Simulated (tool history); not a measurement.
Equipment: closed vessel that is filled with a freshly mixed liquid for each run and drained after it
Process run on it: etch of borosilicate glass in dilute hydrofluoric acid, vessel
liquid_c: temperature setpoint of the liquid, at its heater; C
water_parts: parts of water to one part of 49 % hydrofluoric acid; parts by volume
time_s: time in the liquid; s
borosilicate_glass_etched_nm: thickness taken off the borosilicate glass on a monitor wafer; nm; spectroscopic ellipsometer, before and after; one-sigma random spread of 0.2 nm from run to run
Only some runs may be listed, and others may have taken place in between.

{"run": 1, "hour": 0.0, "liquid_c": 26, "water_parts": 290, "time_s": 175, "borosilicate_glass_etched_nm": 23.041}
{"run": 2, "hour": 7.7, "liquid_c": 28.5, "water_parts": 260, "time_s": 175, "borosilicate_glass_etched_nm": 28.969}
{"run": 3, "hour": 13.3, "liquid_c": 28.5, "water_parts": 260, "time_s": 175, "borosilicate_glass_etched_nm": 29.19}
{"run": 4, "hour": 18.1, "liquid_c": 31.5, "water_parts": 260, "time_s": 175, "borosilicate_glass_etched_nm": 32.189}
{"run": 5, "hour": 19.8, "liquid_c": 31.5, "water_parts": 260, "time_s": 135, "borosilicate_glass_etched_nm": 24.721}
{"run": 6, "hour": 25.2, "liquid_c": 32, "water_parts": 220, "time_s": 135, "borosilicate_glass_etched_nm": 31.029}
{"run": 7, "hour": 29.4, "liquid_c": 34, "water_parts": 150, "time_s": 135, "borosilicate_glass_etched_nm": 53.23}
{"run": 8, "hour": 35.8, "liquid_c": 32, "water_parts": 150, "time_s": 135, "borosilicate_glass_etched_nm": 49.825}

The next listed run, before its measurement:
{"run": 9, "hour": 43.6, "liquid_c": 30.5, "water_parts": 150, "time_s": 135, "borosilicate_glass_etched_nm": "?"}

Run 9 came out at borosilicate_glass_etched_nm 47.257 nm.
